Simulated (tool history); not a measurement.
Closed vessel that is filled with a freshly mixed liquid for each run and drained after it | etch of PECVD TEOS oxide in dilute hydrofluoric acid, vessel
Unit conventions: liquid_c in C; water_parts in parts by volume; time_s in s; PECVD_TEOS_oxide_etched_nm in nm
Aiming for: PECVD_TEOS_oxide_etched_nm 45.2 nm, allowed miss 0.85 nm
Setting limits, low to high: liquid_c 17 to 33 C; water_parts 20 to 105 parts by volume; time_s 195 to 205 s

{"run": 1, "day": 0.0, "liquid_c": 25, "water_parts": 55, "time_s": 195, "PECVD_TEOS_oxide_etched_nm": 49.151}
{"run": 2, "day": 0.179, "liquid_c": 24.5, "water_parts": 55, "time_s": 195, "PECVD_TEOS_oxide_etched_nm": 47.984}
{"run": 3, "day": 0.279, "liquid_c": 24.5, "water_parts": 55, "time_s": 195, "PECVD_TEOS_oxide_etched_nm": 48.473}
{"run": 4, "day": 0.654, "liquid_c": 27, "water_parts": 55, "time_s": 195, "PECVD_TEOS_oxide_etched_nm": 53.394}
{"run": 5, "day": 0.775, "liquid_c": 27, "water_parts": 55, "time_s": 205, "PECVD_TEOS_oxide_etched_nm": 56.33}
{"run": 6, "day": 1.129, "liquid_c": 25.5, "water_parts": 55, "time_s": 205, "PECVD_TEOS_oxide_etched_nm": 52.224}
{"run": 7, "day": 1.196, "liquid_c": 24.5, "water_parts": 55, "time_s": 205, "PECVD_TEOS_oxide_etched_nm": 50.547}
{"run": 8, "day": 1.467, "liquid_c": 24, "water_parts": 55, "time_s": 205, "PECVD_TEOS_oxide_etched_nm": 49.753}
{"day": 1.633, "done": "hydrofluoric acid flow meter replaced"}
{"run": 9, "day": 1.633, "liquid_c": 23.5, "water_parts": 55, "time_s": 205, "PECVD_TEOS_oxide_etched_nm": 52.074}

Consider the 4 candidate settings below. Which is the only one whose results all fall within their allowed miss of target?
{"run": "A", "day": 1.8, "liquid_c": 23.5, "water_parts": 60, "time_s": 195, "PECVD_TEOS_oxide_etched_nm": "?"}
{"run": "B", "day": 1.8, "liquid_c": 23, "water_parts": 50, "time_s": 205, "PECVD_TEOS_oxide_etched_nm": "?"}
{"run": "C", "day": 1.8, "liquid_c": 24, "water_parts": 65, "time_s": 200, "PECVD_TEOS_oxide_etched_nm": "?"}
{"run": "D", "day": 1.8, "liquid_c": 25, "water_parts": 65, "time_s": 195, "PECVD_TEOS_oxide_etched_nm": "?"}

move=A PECVD_TEOS_oxide_etched_nm=44.703
move=B PECVD_TEOS_oxide_etched_nm=55.963
move=C PECVD_TEOS_oxide_etched_nm=42.917
move=D PECVD_TEOS_oxide_etched_nm=43.573
A: all results land within tolerance of their targets
B: lands further from the targets than the last run did
C: carries the result that was furthest off beyond its target, to the other side
D: carries the result that was furthest off beyond its target, to the other side
Answer: A
